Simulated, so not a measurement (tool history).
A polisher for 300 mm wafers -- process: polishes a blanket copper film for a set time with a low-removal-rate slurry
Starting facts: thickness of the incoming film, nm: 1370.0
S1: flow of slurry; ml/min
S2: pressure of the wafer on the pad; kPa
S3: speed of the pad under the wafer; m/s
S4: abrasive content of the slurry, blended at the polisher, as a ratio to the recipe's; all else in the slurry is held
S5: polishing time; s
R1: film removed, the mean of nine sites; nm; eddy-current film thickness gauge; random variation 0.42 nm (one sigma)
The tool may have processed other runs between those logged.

run 1 day=0 | S1=190 S2=15.2 S3=1.3 S4=1 S5=24 | R1=60.096
run 2 day=0.162 | S1=190 S2=15.2 S3=1.52 S4=1 S5=24 | R1=69.182
run 3 day=0.433 | S1=190 S2=15.2 S3=1.52 S4=1 S5=24 | R1=70.826
run 4 day=0.479 | S1=190 S2=15.2 S3=1.52 S4=1 S5=21 | R1=60.921
run 5 day=0.833 | S1=190 S2=15.2 S3=1.24 S4=1 S5=21 | R1=49.847
run 6 day=1.033 | S1=190 S2=13.8 S3=1.24 S4=1 S5=21 | R1=46.243
run 7 day=1.188 | S1=190 S2=13.1 S3=1.24 S4=1 S5=21 | R1=44.098
run 8 day=1.462 | S1=190 S2=12.4 S3=1.24 S4=1 S5=21 | R1=40.706

Predict the results of run 9:
run 9 day=1.483 | S1=190 S2=11.7 S3=1.24 S4=1 S5=21 | R1=?

{"run 9": {"R1": 39.697}}

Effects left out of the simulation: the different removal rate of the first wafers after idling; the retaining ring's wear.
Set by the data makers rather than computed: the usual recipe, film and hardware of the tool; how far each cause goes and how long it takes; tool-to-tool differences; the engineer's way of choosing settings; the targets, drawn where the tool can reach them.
